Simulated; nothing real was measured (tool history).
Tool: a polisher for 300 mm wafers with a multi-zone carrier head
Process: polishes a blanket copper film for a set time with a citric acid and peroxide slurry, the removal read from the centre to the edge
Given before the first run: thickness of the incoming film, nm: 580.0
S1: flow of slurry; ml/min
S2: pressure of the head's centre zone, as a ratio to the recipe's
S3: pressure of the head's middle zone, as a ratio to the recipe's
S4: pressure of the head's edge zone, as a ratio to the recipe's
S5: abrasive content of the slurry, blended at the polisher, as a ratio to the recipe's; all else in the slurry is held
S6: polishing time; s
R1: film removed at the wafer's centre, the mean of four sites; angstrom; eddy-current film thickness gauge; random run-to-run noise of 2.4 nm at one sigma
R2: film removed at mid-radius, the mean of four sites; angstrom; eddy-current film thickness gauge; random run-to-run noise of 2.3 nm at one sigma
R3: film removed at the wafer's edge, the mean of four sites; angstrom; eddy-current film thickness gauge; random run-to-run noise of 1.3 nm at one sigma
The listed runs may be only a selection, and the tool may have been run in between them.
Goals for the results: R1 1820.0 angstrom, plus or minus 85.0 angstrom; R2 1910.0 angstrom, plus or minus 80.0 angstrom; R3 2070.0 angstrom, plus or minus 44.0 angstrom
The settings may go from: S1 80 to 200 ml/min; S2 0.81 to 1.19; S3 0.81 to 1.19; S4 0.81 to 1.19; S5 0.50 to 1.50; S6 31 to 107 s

Run 1, hour 0.0: S1 130 ml/min, S2 1.00, S3 1.00, S4 1.00, S5 1.00, S6 69 s. Result: R1 1519.8 angstrom, R2 1513.2 angstrom, R3 1567.0 angstrom.
Run 2, hour 0.7: S1 130 ml/min, S2 1.00, S3 0.93, S4 1.00, S5 1.00, S6 69 s. Result: R1 1482.8 angstrom, R2 1480.5 angstrom, R3 1550.4 angstrom.
Run 3, hour 3.4: S1 130 ml/min, S2 1.00, S3 0.93, S4 1.00, S5 1.00, S6 53 s. Result: R1 1150.3 angstrom, R2 1133.7 angstrom, R3 1211.2 angstrom.
Run 4, hour 4.3: S1 140 ml/min, S2 0.99, S3 0.95, S4 1.04, S5 1.10, S6 58 s. Result: R1 1306.3 angstrom, R2 1298.5 angstrom, R3 1368.2 angstrom.
Run 5, hour 10.3: S1 140 ml/min, S2 0.97, S3 0.95, S4 1.07, S5 1.20, S6 63 s. Result: R1 1426.9 angstrom, R2 1439.8 angstrom, R3 1562.9 angstrom.
Run 6, hour 15.6: S1 165 ml/min, S2 0.97, S3 0.95, S4 1.07, S5 1.20, S6 63 s. Result: R1 1529.9 angstrom, R2 1495.0 angstrom, R3 1586.1 angstrom.
Run 7, hour 23.5: S1 165 ml/min, S2 0.96, S3 0.96, S4 1.09, S5 1.25, S6 65 s. Result: R1 1523.6 angstrom, R2 1588.2 angstrom, R3 1675.9 angstrom.
Run 8, hour 28.3: S1 190 ml/min, S2 1.03, S3 0.95, S4 1.19, S5 1.50, S6 72 s. Result: R1 1961.2 angstrom, R2 1828.6 angstrom, R3 2052.8 angstrom.
Run 9, hour 31.0: S1 190 ml/min, S2 1.03, S3 0.95, S4 1.19, S5 1.50, S6 72 s. Result: R1 1955.0 angstrom, R2 1849.5 angstrom, R3 2058.5 angstrom.
Run 10, hour 32.1: S1 190 ml/min, S2 1.01, S3 0.96, S4 1.19, S5 1.50, S6 72 s. Result: R1 1932.9 angstrom, R2 1873.4 angstrom, R3 2048.7 angstrom.

Next run, 4 choices. One meets every target within its allowed miss, the rest don't. Which?
Run A, hour 33.2: S1 190 ml/min, S2 1.00, S3 0.89, S4 1.14, S5 1.50, S6 79 s. Result: R1 ?, R2 ?, R3 ?.
Run B, hour 33.2: S1 165 ml/min, S2 0.96, S3 0.96, S4 1.15, S5 1.50, S6 75 s. Result: R1 ?, R2 ?, R3 ?.
Run C, hour 33.2: S1 195 ml/min, S2 0.92, S3 0.94, S4 1.19, S5 1.50, S6 76 s. Result: R1 ?, R2 ?, R3 ?.
Run D, hour 33.2: S1 200 ml/min, S2 1.01, S3 0.99, S4 1.14, S5 1.50, S6 76 s. Result: R1 ?, R2 ?, R3 ?.

move      R1      R2      R3
   A  2093.2  1958.8  2188.6
   B  1858.6  1934.3  2049.0
   C  1862.3  1980.7  2158.0
   D  2053.0  2075.8  2114.9
A: moves away from the targets compared with the last run
B: every result lands within tolerance
C: meets the target for the result that was furthest off, but another lies outside its allowed miss
D: moves away from the targets compared with the last run
Move B is the one to make.
